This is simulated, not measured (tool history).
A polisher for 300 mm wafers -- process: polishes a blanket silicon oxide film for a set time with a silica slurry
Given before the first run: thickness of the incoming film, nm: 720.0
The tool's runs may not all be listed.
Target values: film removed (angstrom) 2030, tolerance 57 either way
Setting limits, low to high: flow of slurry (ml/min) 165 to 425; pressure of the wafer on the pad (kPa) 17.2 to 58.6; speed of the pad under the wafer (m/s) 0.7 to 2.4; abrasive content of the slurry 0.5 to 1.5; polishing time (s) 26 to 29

run,hour,flow of slurry (ml/min),pressure of the wafer on the pad (kPa),speed of the pad under the wafer (m/s),abrasive content of the slurry,polishing time (s),film removed (angstrom)
1,0,275,37.9,1.54,1,29,1436.4
2,8.3,275,37.9,1.34,1,29,1280.2
3,11.9,275,40.7,1.34,1,29,1374.9
4,13.6,245,40.7,1.34,1,29,1359.9
5,17.8,250,42.7,1.34,1,29,1432.7
6,19.5,250,42.7,1.34,1.1,29,1464.3
7,25.7,255,44.8,1.34,1.1,29,1555.4
8,30.6,260,46.2,1.34,1.1,29,1602.2
9,35.3,260,47.6,1.34,1.1,29,1644.2
10,39,260,49,1.34,1.1,29,1714.1
11,40.9,260,50.3,1.34,1.1,29,1761.5
12,46.9,270,56.5,1.34,1.1,29,1959.6

5 candidate next runs follow, results not yet known. Just one meets every target within its allowed miss. Identify it.
A,52.9,345,51.7,1.6,1.15,26,?
B,52.9,275,57.2,1.3,1.2,29,?
C,52.9,250,57.2,1.46,1.15,29,?
D,52.9,265,58.6,1.46,0.85,28,?
E,52.9,285,55.2,1.24,1.15,29,?

move,film removed (angstrom)
A,1903.9
B,1990.7
C,2138.2
D,1885.7
E,1824.3
A: moves away from the targets compared with the last run
B: hits every target within its allowed miss
C: moves the result that the last run missed by most past its target, out the other side
D: moves away from the targets compared with the last run
E: moves away from the targets compared with the last run
So the answer is move B, the one that meets all the targets.

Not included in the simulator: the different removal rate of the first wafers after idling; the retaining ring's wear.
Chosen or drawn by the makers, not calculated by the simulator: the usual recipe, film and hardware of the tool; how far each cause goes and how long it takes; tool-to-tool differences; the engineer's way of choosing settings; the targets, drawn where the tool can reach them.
